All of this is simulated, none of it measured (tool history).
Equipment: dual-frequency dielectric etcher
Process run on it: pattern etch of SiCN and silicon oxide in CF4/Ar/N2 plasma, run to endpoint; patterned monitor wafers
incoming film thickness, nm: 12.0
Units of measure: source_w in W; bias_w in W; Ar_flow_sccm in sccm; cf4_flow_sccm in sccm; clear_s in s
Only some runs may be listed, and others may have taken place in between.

{"run": 1, "hour": 0.0, "source_w": 370, "bias_w": 60, "Ar_flow_sccm": 73, "cf4_flow_sccm": 83, "clear_s": 14.874}
{"run": 2, "hour": 8.9, "source_w": 370, "bias_w": 60, "Ar_flow_sccm": 65, "cf4_flow_sccm": 83, "clear_s": 14.742}
{"run": 3, "hour": 11.6, "source_w": 330, "bias_w": 57, "Ar_flow_sccm": 66, "cf4_flow_sccm": 82, "clear_s": 17.194}
{"run": 4, "hour": 19.9, "source_w": 380, "bias_w": 57, "Ar_flow_sccm": 66, "cf4_flow_sccm": 82, "clear_s": 14.631}
{"run": 5, "hour": 28.8, "source_w": 350, "bias_w": 57, "Ar_flow_sccm": 66, "cf4_flow_sccm": 82, "clear_s": 16.081}
{"run": 6, "hour": 33.8, "source_w": 320, "bias_w": 57, "Ar_flow_sccm": 66, "cf4_flow_sccm": 82, "clear_s": 17.742}
{"run": 7, "hour": 39.1, "source_w": 300, "bias_w": 57, "Ar_flow_sccm": 66, "cf4_flow_sccm": 82, "clear_s": 19.421}

Expected results for the next run?
{"run": 8, "hour": 42.4, "source_w": 290, "bias_w": 57, "Ar_flow_sccm": 66, "cf4_flow_sccm": 82, "clear_s": "?"}

clear_s: 20.134 s
